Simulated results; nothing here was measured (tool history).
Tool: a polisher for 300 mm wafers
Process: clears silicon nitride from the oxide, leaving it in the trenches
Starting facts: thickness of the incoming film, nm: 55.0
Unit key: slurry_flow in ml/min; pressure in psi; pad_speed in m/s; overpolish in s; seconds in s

| run | hour | slurry_flow | pressure | pad_speed | overpolish | seconds |
|---|---|---|---|---|---|---|
| 1 | 0.0 | 165 | 2.2 | 0.86 | 7 | 98.918 |
| 2 | 1.9 | 165 | 2.5 | 0.86 | 7 | 89.577 |
| 3 | 8.3 | 160 | 2.3 | 0.80 | 7 | 104.700 |
| 4 | 17.2 | 160 | 2.3 | 0.80 | 7 | 101.280 |
| 5 | 25.3 | 155 | 2.2 | 0.76 | 7 | 115.010 |
| 6 | 31.5 | 155 | 2.1 | 0.72 | 7 | 123.100 |
| 7 | 34.5 | 150 | 2.0 | 0.68 | 7 | 141.860 |
|  | 35.3 | slurry nozzle cleaned |
| 8 | 35.3 | 150 | 1.9 | 0.66 | 7 | 145.290 |
| 9 | 40.9 | 150 | 1.8 | 0.64 | 7 | 158.800 |

Run 10 is up next; what results do you expect?
| 10 | 49.0 | 150 | 1.7 | 0.62 | 7 | ? |

seconds: 172.200 s

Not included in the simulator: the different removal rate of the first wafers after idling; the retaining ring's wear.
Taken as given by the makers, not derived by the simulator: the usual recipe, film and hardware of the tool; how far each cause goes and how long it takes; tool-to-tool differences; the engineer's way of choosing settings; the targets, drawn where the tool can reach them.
